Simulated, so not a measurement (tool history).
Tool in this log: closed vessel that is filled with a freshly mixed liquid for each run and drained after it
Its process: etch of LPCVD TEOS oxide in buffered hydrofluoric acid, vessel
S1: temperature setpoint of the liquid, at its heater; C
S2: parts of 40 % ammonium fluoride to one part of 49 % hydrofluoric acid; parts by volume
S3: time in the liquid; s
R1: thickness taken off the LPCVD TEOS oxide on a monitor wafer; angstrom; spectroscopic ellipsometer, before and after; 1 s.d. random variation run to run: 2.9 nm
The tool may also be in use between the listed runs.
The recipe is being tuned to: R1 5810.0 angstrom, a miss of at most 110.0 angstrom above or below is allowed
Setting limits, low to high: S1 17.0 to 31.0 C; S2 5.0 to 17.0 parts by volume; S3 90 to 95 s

run  hour    S1    S2  S3      R1
  1   0.0  23.0  10.5  90  2400.5
  2   6.5  25.0   9.0  90  3009.6
  3  11.1  25.0  10.5  90  2671.9
  4  14.6  27.5  10.5  90  3056.1
  5  18.6  27.5   8.5  90  3618.9
  6  24.2  28.5   7.5  90  4374.6
  7  32.7  29.0   7.0  90  4859.4
  8  41.0  29.5   7.0  90  4994.9

Below are 4 possible settings for the next run. Only one of them brings all results inside the allowed miss of their targets. Which is it?
  A  49.3  26.5  5.5  95   ?
  B  49.3  27.5  5.0  90   ?
  C  49.3  29.5  5.5  90   ?
  D  49.3  30.0  6.0  90   ?

move      R1
   A  5524.4
   B  5982.5
   C  6135.2
   D  5851.3
A: an improvement on the last run, though not all results are within tolerance
B: takes the biggest miss from the last run beyond its target
C: takes the biggest miss from the last run beyond its target
D: all results land within tolerance of their targets
D is the move that brings every result within its allowed miss.
